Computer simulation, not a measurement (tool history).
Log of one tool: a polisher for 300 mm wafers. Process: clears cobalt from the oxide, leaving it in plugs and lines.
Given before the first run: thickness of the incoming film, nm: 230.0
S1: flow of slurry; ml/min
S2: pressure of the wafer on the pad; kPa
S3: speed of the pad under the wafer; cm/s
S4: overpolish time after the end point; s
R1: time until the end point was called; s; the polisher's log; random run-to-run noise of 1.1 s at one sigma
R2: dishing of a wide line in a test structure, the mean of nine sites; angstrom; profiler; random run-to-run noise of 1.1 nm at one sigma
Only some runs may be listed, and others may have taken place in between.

| run | hour | S1 | S2 | S3 | S4 | R1 | R2 |
|---|---|---|---|---|---|---|---|
| 1 | 0.0 | 285 | 13.8 | 122 | 30 | 49.824 | 610.27 |
| 2 | 6.9 | 285 | 11.0 | 122 | 30 | 61.695 | 548.57 |
| 3 | 11.4 | 285 | 11.0 | 122 | 17 | 61.944 | 413.70 |
| 4 | 12.8 | 285 | 11.0 | 108 | 17 | 68.570 | 379.49 |
| 5 | 21.4 | 285 | 11.0 | 108 | 30 | 68.414 | 537.02 |
| 6 | 23.0 | 285 | 10.3 | 108 | 32 | 72.348 | 530.47 |
| 7 | 29.5 | 285 | 10.3 | 108 | 32 | 73.626 | 539.42 |

The next listed run, before its measurement:
|  | 33.5 | head pressure recalibrated |
| 8 | 33.5 | 285 | 10.3 | 108 | 34 | ? | ? |

Run 8 measured R1 66.189 s, R2 583.35 angstrom.
